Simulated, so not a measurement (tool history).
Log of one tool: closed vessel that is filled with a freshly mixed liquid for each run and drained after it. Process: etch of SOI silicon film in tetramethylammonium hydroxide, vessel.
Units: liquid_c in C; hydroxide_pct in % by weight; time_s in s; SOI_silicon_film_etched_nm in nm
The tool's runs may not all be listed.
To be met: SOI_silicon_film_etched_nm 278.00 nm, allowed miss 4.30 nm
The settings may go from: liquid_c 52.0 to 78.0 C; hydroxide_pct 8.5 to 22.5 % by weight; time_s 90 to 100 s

| run | hour | liquid_c | hydroxide_pct | time_s | SOI_silicon_film_etched_nm |
|---|---|---|---|---|---|
| 1 | 0.0 | 65.0 | 15.5 | 90 | 381.51 |
| 2 | 7.8 | 63.5 | 15.5 | 90 | 349.98 |
| 3 | 15.8 | 63.5 | 15.5 | 100 | 390.09 |
| 4 | 20.1 | 67.5 | 15.5 | 100 | 491.97 |
| 5 | 23.6 | 64.5 | 15.5 | 100 | 412.57 |
| 6 | 31.3 | 62.5 | 15.5 | 100 | 363.50 |
| 7 | 35.9 | 61.0 | 15.5 | 100 | 333.96 |
| 8 | 40.1 | 60.0 | 15.5 | 100 | 309.05 |
| 9 | 48.3 | 59.5 | 15.5 | 100 | 302.71 |
| 10 | 56.3 | 59.0 | 15.5 | 100 | 294.83 |
| 11 | 58.2 | 58.5 | 15.5 | 100 | 284.04 |

Which of these 4 next moves meets every target?
| A | 60.1 | 59.0 | 16.0 | 100 | ? |
| B | 60.1 | 59.0 | 14.0 | 95 | ? |
| C | 60.1 | 58.5 | 14.5 | 95 | ? |
| D | 60.1 | 58.5 | 15.0 | 100 | ? |

| move | SOI_silicon_film_etched_nm |
|---|---|
| A | 290.39 |
| B | 292.42 |
| C | 278.18 |
| D | 287.41 |
A: further off than the last run
B: further off than the last run
C: meets every target
D: further off than the last run
Move C is the one to make.

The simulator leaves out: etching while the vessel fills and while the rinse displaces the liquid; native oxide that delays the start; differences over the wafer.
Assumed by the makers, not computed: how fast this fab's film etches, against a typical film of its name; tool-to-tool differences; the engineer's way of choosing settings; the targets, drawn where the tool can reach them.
